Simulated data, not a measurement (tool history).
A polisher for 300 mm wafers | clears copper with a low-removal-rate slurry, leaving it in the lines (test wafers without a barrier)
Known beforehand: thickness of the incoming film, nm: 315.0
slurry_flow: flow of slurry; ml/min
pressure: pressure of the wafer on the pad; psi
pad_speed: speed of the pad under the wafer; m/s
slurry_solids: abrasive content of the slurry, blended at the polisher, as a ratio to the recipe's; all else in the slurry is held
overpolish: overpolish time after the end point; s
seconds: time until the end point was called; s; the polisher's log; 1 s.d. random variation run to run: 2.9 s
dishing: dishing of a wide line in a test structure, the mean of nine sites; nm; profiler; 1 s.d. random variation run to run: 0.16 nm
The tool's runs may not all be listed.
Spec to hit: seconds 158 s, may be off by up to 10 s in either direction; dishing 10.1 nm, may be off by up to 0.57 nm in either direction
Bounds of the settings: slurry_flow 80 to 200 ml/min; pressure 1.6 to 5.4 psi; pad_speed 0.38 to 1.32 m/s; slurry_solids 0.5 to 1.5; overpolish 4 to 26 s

Run 1, hour 0: slurry_flow 130 ml/min, pressure 3.5 psi, pad_speed 0.84 m/s, slurry_solids 1, overpolish 13 s. Result: seconds 122.77 s, dishing 21.437 nm.
Run 2, hour 6.1: slurry_flow 130 ml/min, pressure 2.9 psi, pad_speed 0.84 m/s, slurry_solids 1, overpolish 13 s. Result: seconds 151.99 s, dishing 18.454 nm.
Run 3, hour 7.5: slurry_flow 130 ml/min, pressure 2.9 psi, pad_speed 0.84 m/s, slurry_solids 1, overpolish 11 s. Result: seconds 154.36 s, dishing 15.946 nm.
Run 4, hour 14.3: slurry_flow 135 ml/min, pressure 2.9 psi, pad_speed 0.84 m/s, slurry_solids 1, overpolish 10 s. Result: seconds 148.33 s, dishing 14.59 nm.
Run 5, hour 20.1: slurry_flow 135 ml/min, pressure 3.7 psi, pad_speed 0.84 m/s, slurry_solids 1, overpolish 10 s. Result: seconds 121.01 s, dishing 17.803 nm.
Run 6, hour 22.1: slurry_flow 140 ml/min, pressure 3.5 psi, pad_speed 0.84 m/s, slurry_solids 1, overpolish 9 s. Result: seconds 127.81 s, dishing 15.657 nm.
Run 7, hour 25.1: slurry_flow 140 ml/min, pressure 3.4 psi, pad_speed 0.84 m/s, slurry_solids 1, overpolish 8 s. Result: seconds 129.97 s, dishing 13.818 nm.
Run 8, hour 32.2: slurry_flow 140 ml/min, pressure 3.3 psi, pad_speed 0.84 m/s, slurry_solids 1, overpolish 8 s. Result: seconds 133.48 s, dishing 13.812 nm.
Run 9, hour 40.8: slurry_flow 140 ml/min, pressure 3.2 psi, pad_speed 0.84 m/s, slurry_solids 1, overpolish 8 s. Result: seconds 135.6 s, dishing 13.48 nm.
Run 10, hour 46.9: slurry_flow 140 ml/min, pressure 3.1 psi, pad_speed 0.84 m/s, slurry_solids 1, overpolish 8 s. Result: seconds 139.9 s, dishing 12.923 nm.
At hour 47.5: slurry nozzle cleaned.
Run 11, hour 47.5: slurry_flow 140 ml/min, pressure 3 psi, pad_speed 0.84 m/s, slurry_solids 1, overpolish 8 s. Result: seconds 137.08 s, dishing 12.689 nm.
Run 12, hour 48.4: slurry_flow 135 ml/min, pressure 2.3 psi, pad_speed 0.84 m/s, slurry_solids 1, overpolish 6 s. Result: seconds 179.68 s, dishing 7.8268 nm.
Run 13, hour 52.7: slurry_flow 140 ml/min, pressure 2.4 psi, pad_speed 0.84 m/s, slurry_solids 1, overpolish 6 s. Result: seconds 172.7 s, dishing 8.0086 nm.
Run 14, hour 59.3: slurry_flow 140 ml/min, pressure 2.7 psi, pad_speed 0.84 m/s, slurry_solids 1, overpolish 9 s. Result: seconds 149.68 s, dishing 13.165 nm.
Run 15, hour 68.2: slurry_flow 135 ml/min, pressure 2.7 psi, pad_speed 0.84 m/s, slurry_solids 1, overpolish 9 s. Result: seconds 155.35 s, dishing 12.775 nm.
Run 16, hour 70.7: slurry_flow 135 ml/min, pressure 2.7 psi, pad_speed 0.84 m/s, slurry_solids 1, overpolish 8 s. Result: seconds 157.62 s, dishing 11.72 nm.
Run 17, hour 79.1: slurry_flow 140 ml/min, pressure 2.6 psi, pad_speed 0.84 m/s, slurry_solids 1, overpolish 8 s. Result: seconds 158.27 s, dishing 11.514 nm.

Next run, 4 choices. One meets every target within its allowed miss, the rest don't. Which?
Run A, hour 87.5: slurry_flow 140 ml/min, pressure 2.8 psi, pad_speed 0.88 m/s, slurry_solids 1, overpolish 9 s. Result: seconds ?, dishing ?.
Run B, hour 87.5: slurry_flow 200 ml/min, pressure 1.8 psi, pad_speed 1.12 m/s, slurry_solids 1.15, overpolish 6 s. Result: seconds ?, dishing ?.
Run C, hour 87.5: slurry_flow 160 ml/min, pressure 2.2 psi, pad_speed 1.02 m/s, slurry_solids 0.85, overpolish 7 s. Result: seconds ?, dishing ?.
Run D, hour 87.5: slurry_flow 155 ml/min, pressure 2.2 psi, pad_speed 1 m/s, slurry_solids 1.1, overpolish 10 s. Result: seconds ?, dishing ?.

move  seconds  dishing
   A   143.43   14.237
   B   160.03   8.8622
   C   157.45   10.396
   D   154.39   14.581
A: its largest miss is bigger than the last run's
B: takes the result that was furthest off past its target
C: hits every target within its allowed miss
D: its largest miss is bigger than the last run's
Move C is the one to make.
